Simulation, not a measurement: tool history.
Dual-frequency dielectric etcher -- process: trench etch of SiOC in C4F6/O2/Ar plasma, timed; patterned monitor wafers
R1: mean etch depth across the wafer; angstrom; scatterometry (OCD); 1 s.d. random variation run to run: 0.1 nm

run 1 hour=0 | source_power_(kW)=0.43 bias_power_(kW)=0.157 etch_time_(s)=16.5 | R1=334.5
run 2 hour=1 | source_power_(kW)=0.4 bias_power_(kW)=0.153 etch_time_(s)=16.5 | R1=320.62
run 3 hour=9 | source_power_(kW)=0.4 bias_power_(kW)=0.153 etch_time_(s)=16.5 | R1=318.95
run 4 hour=15.4 | source_power_(kW)=0.4 bias_power_(kW)=0.153 etch_time_(s)=17 | R1=329.7
run 5 hour=21.5 | source_power_(kW)=0.4 bias_power_(kW)=0.153 etch_time_(s)=17 | R1=329.21
run 6 hour=24.1 | source_power_(kW)=0.38 bias_power_(kW)=0.152 etch_time_(s)=17 | R1=321.43
run 7 hour=25.8 | source_power_(kW)=0.36 bias_power_(kW)=0.151 etch_time_(s)=17 | R1=308.8

Run 8 has not been measured yet. What should we expect?
run 8 hour=31.9 | source_power_(kW)=0.35 bias_power_(kW)=0.15 etch_time_(s)=17 | R1=?

Run 8 yielded R1 305.29 angstrom.
